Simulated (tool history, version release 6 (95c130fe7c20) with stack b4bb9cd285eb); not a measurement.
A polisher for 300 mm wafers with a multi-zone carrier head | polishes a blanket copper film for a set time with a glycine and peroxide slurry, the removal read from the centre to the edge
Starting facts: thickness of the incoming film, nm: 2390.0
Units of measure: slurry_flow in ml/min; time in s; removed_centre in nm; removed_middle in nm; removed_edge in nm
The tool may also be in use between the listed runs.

| run | day | slurry_flow | centre_zone | middle_zone | edge_zone | time | removed_centre | removed_middle | removed_edge |
|---|---|---|---|---|---|---|---|---|---|
| 1 | 0.000 | 275 | 1.00 | 1.00 | 1.00 | 79 | 304.36 | 298.28 | 302.11 |
| 2 | 0.375 | 275 | 1.00 | 1.00 | 0.91 | 79 | 309.72 | 298.05 | 293.19 |
| 3 | 0.404 | 275 | 0.98 | 1.02 | 0.92 | 80 | 306.44 | 305.42 | 299.98 |
| 4 | 0.658 | 275 | 0.98 | 1.02 | 0.92 | 65 | 245.16 | 245.03 | 241.51 |
| 5 | 0.804 | 280 | 0.98 | 1.05 | 0.95 | 68 | 257.72 | 262.67 | 250.47 |
| 6 | 1.017 | 275 | 0.96 | 1.07 | 0.96 | 72 | 266.26 | 287.74 | 270.02 |
|  | 1.329 | worn pad replaced by a new one |
| 7 | 1.329 | 295 | 1.00 | 1.17 | 1.06 | 76 | 318.09 | 343.97 | 320.07 |
| 8 | 1.679 | 285 | 0.99 | 1.17 | 1.05 | 76 | 313.88 | 343.60 | 319.06 |

What does the tool deliver on the next run?
| 9 | 2.038 | 280 | 0.98 | 1.17 | 1.04 | 76 | ? | ? | ? |

removed_centre: 310.34 nm
removed_middle: 342.02 nm
removed_edge: 314.97 nm

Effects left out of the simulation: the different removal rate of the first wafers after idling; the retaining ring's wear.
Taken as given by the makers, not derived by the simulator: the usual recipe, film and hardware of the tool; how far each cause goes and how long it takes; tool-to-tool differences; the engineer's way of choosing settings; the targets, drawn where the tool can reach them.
